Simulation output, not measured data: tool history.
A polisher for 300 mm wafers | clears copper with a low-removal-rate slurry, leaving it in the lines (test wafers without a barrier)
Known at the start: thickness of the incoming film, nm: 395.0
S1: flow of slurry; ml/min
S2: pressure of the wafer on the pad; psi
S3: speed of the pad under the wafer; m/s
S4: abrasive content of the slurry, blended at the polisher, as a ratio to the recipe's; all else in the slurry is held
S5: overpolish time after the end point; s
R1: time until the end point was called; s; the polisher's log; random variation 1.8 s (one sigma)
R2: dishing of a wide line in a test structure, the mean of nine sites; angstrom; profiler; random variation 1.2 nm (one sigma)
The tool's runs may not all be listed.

| run | hour | S1 | S2 | S3 | S4 | S5 | R1 | R2 |
|---|---|---|---|---|---|---|---|---|
| 1 | 0 | 155 | 2.4 | 1.34 | 1 | 27 | 122.26 | 450.7 |
| 2 | 2.6 | 155 | 2.4 | 1.34 | 1.1 | 27 | 119.29 | 478.16 |
| 3 | 8.6 | 155 | 2.5 | 1.34 | 1.15 | 30 | 120.31 | 528.46 |
| 4 | 15.4 | 155 | 2.7 | 1.34 | 1.15 | 32 | 110.34 | 560.6 |
| 5 | 17.5 | 155 | 2.2 | 1.34 | 1.15 | 32 | 130.79 | 503.46 |
| 6 | 19.4 | 155 | 2.2 | 1.34 | 1.15 | 28 | 129.54 | 462.49 |
|  | 26 | head pressure recalibrated |
| 7 | 26 | 155 | 2.4 | 1.34 | 1.15 | 32 | 116.74 | 541.27 |
| 8 | 33.2 | 155 | 2.5 | 1.34 | 1.2 | 35 | 110.79 | 605.9 |
| 9 | 41.6 | 155 | 2.5 | 1.34 | 1.25 | 37 | 110.42 | 594.81 |
| 10 | 47.5 | 155 | 2.5 | 1.34 | 1.25 | 40 | 105.88 | 643.23 |

The next listed run, before its measurement:
| 11 | 52.9 | 155 | 2.5 | 1.34 | 1.25 | 42 | ? | ? |

R1: 109.37 s
R2: 657.95 angstrom
